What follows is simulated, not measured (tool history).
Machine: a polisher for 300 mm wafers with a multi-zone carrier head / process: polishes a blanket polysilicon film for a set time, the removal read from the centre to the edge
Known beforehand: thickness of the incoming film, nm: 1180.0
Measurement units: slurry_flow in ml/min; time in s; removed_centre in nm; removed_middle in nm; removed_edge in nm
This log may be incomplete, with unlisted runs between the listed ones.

| run | hour | slurry_flow | centre_zone | middle_zone | edge_zone | time | removed_centre | removed_middle | removed_edge |
|---|---|---|---|---|---|---|---|---|---|
| 1 | 0 | 160 | 1 | 1 | 1 | 87 | 373.83 | 378.95 | 364.07 |
| 2 | 8.7 | 170 | 1.03 | 1.02 | 1.03 | 89 | 397.38 | 399.63 | 379.04 |
| 3 | 12.3 | 180 | 1.05 | 1.03 | 1.05 | 91 | 412.23 | 404.7 | 390.64 |
| 4 | 18.4 | 185 | 1.07 | 1.04 | 1.06 | 93 | 424.32 | 421.7 | 399.46 |
| 5 | 25.1 | 185 | 1.07 | 0.98 | 1.06 | 93 | 429.5 | 404.11 | 397.83 |
| 6 | 30.5 | 190 | 1.08 | 1 | 1.06 | 95 | 450.28 | 432.18 | 415.71 |
| 7 | 32.7 | 195 | 1.09 | 1 | 1.06 | 95 | 453.36 | 415.22 | 421.15 |
| 8 | 35.9 | 195 | 1.1 | 1.03 | 1.06 | 96 | 461.58 | 438.19 | 419.54 |

What does the tool deliver on the next run?
| 9 | 43.4 | 200 | 1.1 | 1.04 | 1.06 | 96 | ? | ? | ? |

removed_centre: 461.63 nm
removed_middle: 446.26 nm
removed_edge: 419.95 nm
